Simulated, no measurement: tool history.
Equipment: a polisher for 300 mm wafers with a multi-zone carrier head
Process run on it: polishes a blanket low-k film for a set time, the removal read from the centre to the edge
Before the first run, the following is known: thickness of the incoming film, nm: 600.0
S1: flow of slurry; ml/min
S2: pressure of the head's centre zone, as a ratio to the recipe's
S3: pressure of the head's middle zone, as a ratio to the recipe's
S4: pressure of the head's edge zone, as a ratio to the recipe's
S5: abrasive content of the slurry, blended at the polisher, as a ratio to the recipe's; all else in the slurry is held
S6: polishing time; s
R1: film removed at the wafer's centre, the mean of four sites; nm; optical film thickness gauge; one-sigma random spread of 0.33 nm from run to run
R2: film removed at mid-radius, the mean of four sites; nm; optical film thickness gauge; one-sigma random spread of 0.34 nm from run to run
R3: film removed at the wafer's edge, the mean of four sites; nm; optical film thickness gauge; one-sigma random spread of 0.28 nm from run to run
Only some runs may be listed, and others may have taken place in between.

run,hour,S1,S2,S3,S4,S5,S6,R1,R2,R3
1,0,175,1,1,1,1,84,29.869,30.064,29.265
2,5,175,1,1,0.91,1,84,29.403,30.239,27.726
3,6.6,140,1,1,0.91,1,84,29.234,29.233,27.385
4,13.4,140,1,0.92,0.91,1,84,28.902,26.843,27.576
5,21.5,140,1.01,0.92,0.9,1,84,29.125,27.211,27.731
6,26,140,1.01,0.98,0.9,1,84,29.758,28.751,27.118
7,33,140,1.01,0.98,0.89,1,84,29.399,28.816,27.531
8,33.9,140,1.02,0.98,0.89,0.95,84,28.899,27.909,26.517
9,41.3,140,1.03,0.98,0.88,0.95,84,28.436,27.383,26.838
10,47.6,170,1.13,1.06,0.82,0.7,82,26.239,24.48,20.4
11,53.1,170,1.13,1.06,0.82,0.7,82,26.379,24.38,20.762
12,60.4,170,1.13,1.05,0.83,0.7,82,25.962,23.359,20.963
13,67.2,170,1.13,1.05,0.83,0.7,82,25.459,24.106,21.024
14,71.7,170,1.13,1.05,0.84,0.7,82,26.31,23.995,20.953
15,75.8,170,1.12,1.05,0.85,0.7,82,25.946,23.795,21.378
16,78.2,170,1.12,1.05,0.86,0.7,82,25.609,24.464,21.459
17,84.4,170,1.12,1.05,0.87,0.7,82,26.356,23.664,21.267

Estimate the outcome of run 18 from the log above:
18,87.2,170,1.11,1.05,0.88,0.7,82,?,?,?

{"run 18": {"R1": 25.531, "R2": 24.064, "R3": 21.494}}
